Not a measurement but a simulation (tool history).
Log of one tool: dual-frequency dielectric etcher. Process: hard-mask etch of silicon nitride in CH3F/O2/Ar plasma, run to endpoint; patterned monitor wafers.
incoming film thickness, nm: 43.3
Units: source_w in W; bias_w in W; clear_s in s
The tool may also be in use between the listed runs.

run	hour	source_w	bias_w	clear_s
1	0	500	89	60.198
2	4.2	470	87	62.296
3	11.9	450	86	63.296
4	17.3	360	86	71.333
5	25.5	310	86	77.633
# hour 29.5: wet clean of the chamber
6	29.5	310	92	73.632

The next listed run, before its measurement:
7	36.4	340	93	?

Run 7 gave clear_s 70.1 s.

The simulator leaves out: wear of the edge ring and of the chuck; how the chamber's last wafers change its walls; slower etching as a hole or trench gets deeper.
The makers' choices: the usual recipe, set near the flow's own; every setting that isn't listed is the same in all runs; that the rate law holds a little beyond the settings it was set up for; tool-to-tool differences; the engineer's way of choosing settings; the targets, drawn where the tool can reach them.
